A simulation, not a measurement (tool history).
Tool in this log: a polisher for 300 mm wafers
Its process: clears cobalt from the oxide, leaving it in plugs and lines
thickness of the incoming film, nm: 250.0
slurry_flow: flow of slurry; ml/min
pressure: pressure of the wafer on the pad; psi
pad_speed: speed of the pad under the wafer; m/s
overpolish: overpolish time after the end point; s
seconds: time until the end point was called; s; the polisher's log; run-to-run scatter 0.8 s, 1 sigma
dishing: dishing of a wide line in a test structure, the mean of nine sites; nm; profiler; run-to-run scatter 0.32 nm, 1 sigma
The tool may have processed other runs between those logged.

run,hour,slurry_flow,pressure,pad_speed,overpolish,seconds,dishing
1,0,125,2.5,1.3,21,29.288,54.004
2,2.8,125,2.5,1.3,15,28.377,49.077
3,6.7,125,2.5,0.98,15,36.44,45.409
4,14.3,125,2.5,0.98,21,35.869,51.536
5,17.6,125,2,0.98,21,44.617,47.179
6,18.4,125,2,0.98,15,43.81,42.773

For run 7, what comes out?
7,26.6,145,1.8,1.02,13,?,?

seconds: 47.645 s
dishing: 38.516 nm
